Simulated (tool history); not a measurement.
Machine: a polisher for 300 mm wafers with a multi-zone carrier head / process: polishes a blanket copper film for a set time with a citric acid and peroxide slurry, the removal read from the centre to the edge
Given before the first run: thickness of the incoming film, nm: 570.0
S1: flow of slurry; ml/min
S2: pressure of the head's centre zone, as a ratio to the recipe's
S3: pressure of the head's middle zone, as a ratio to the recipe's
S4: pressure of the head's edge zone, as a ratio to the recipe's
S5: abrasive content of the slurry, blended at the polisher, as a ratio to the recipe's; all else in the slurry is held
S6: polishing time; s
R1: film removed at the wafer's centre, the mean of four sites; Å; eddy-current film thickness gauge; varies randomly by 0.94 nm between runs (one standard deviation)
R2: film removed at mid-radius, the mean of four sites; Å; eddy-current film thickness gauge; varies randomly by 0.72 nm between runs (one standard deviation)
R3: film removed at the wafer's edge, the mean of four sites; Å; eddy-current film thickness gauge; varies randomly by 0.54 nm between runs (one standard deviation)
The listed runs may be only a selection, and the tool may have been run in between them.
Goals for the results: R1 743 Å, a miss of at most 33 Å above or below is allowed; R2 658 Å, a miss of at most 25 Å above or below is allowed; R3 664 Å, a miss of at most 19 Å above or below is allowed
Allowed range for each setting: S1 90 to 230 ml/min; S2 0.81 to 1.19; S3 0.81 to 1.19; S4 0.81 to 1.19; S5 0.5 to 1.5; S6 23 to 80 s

{"run": 1, "hour": 0.0, "S1": 150, "S2": 1, "S3": 1, "S4": 1, "S5": 1, "S6": 51, "R1": 992.07, "R2": 981.62, "R3": 998.62}
{"run": 2, "hour": 3.8, "S1": 150, "S2": 1, "S3": 1, "S4": 1, "S5": 0.9, "S6": 51, "R1": 980.95, "R2": 951.67, "R3": 987.36}
{"run": 3, "hour": 10.5, "S1": 150, "S2": 1.01, "S3": 1, "S4": 0.97, "S5": 0.85, "S6": 49, "R1": 915.1, "R2": 919.59, "R3": 927.44}
{"run": 4, "hour": 18.6, "S1": 150, "S2": 1.04, "S3": 0.99, "S4": 0.95, "S5": 0.8, "S6": 47, "R1": 912.5, "R2": 843.81, "R3": 842.74}
{"run": 5, "hour": 23.2, "S1": 145, "S2": 1.04, "S3": 0.98, "S4": 0.93, "S5": 0.75, "S6": 46, "R1": 866.37, "R2": 803.75, "R3": 808.23}
{"run": 6, "hour": 26.0, "S1": 145, "S2": 1.08, "S3": 0.98, "S4": 0.93, "S5": 0.75, "S6": 46, "R1": 910.84, "R2": 807.14, "R3": 810.21}
{"run": 7, "hour": 27.4, "S1": 140, "S2": 1.07, "S3": 0.97, "S4": 0.91, "S5": 0.7, "S6": 46, "R1": 873.71, "R2": 774.01, "R3": 796.07}
{"run": 8, "hour": 34.7, "S1": 140, "S2": 1.07, "S3": 0.97, "S4": 0.9, "S5": 0.65, "S6": 45, "R1": 837.1, "R2": 737.55, "R3": 750.42}
{"run": 9, "hour": 35.7, "S1": 135, "S2": 1.07, "S3": 0.97, "S4": 0.89, "S5": 0.65, "S6": 45, "R1": 828.55, "R2": 732.06, "R3": 751.63}
{"run": 10, "hour": 40.3, "S1": 135, "S2": 1.07, "S3": 0.97, "S4": 0.88, "S5": 0.6, "S6": 45, "R1": 805.24, "R2": 704.83, "R3": 721.79}
{"run": 11, "hour": 47.1, "S1": 130, "S2": 1.07, "S3": 0.97, "S4": 0.87, "S5": 0.6, "S6": 45, "R1": 811.36, "R2": 727.23, "R3": 718.69}

Below are 5 possible settings for the next run. Only one of them brings all results inside the allowed miss of their targets. Which is it?
{"run": "A", "hour": 53.9, "S1": 170, "S2": 1.11, "S3": 0.87, "S4": 0.97, "S5": 0.5, "S6": 40, "R1": "?", "R2": "?", "R3": "?"}
{"run": "B", "hour": 53.9, "S1": 100, "S2": 1.16, "S3": 0.92, "S4": 0.85, "S5": 0.55, "S6": 42, "R1": "?", "R2": "?", "R3": "?"}
{"run": "C", "hour": 53.9, "S1": 155, "S2": 1.08, "S3": 0.97, "S4": 0.91, "S5": 0.75, "S6": 38, "R1": "?", "R2": "?", "R3": "?"}
{"run": "D", "hour": 53.9, "S1": 130, "S2": 1.19, "S3": 1.02, "S4": 0.82, "S5": 0.6, "S6": 40, "R1": "?", "R2": "?", "R3": "?"}
{"run": "E", "hour": 53.9, "S1": 130, "S2": 1.13, "S3": 0.94, "S4": 0.82, "S5": 0.5, "S6": 42, "R1": "?", "R2": "?", "R3": "?"}

move=A R1=748.3 R2=591.75 R3=665.34
move=B R1=752.04 R2=599.14 R3=628.58
move=C R1=762.38 R2=668.7 R3=679.22
move=D R1=803.12 R2=664.13 R3=626.98
move=E R1=759.19 R2=625.22 R3=625.21
A: brings the last run's worst result on target, with another outside its allowed miss
B: carries the result that was furthest off beyond its target, to the other side
C: hits every target within its allowed miss
D: carries the result that was furthest off beyond its target, to the other side
E: carries the result that was furthest off beyond its target, to the other side
Answer: C

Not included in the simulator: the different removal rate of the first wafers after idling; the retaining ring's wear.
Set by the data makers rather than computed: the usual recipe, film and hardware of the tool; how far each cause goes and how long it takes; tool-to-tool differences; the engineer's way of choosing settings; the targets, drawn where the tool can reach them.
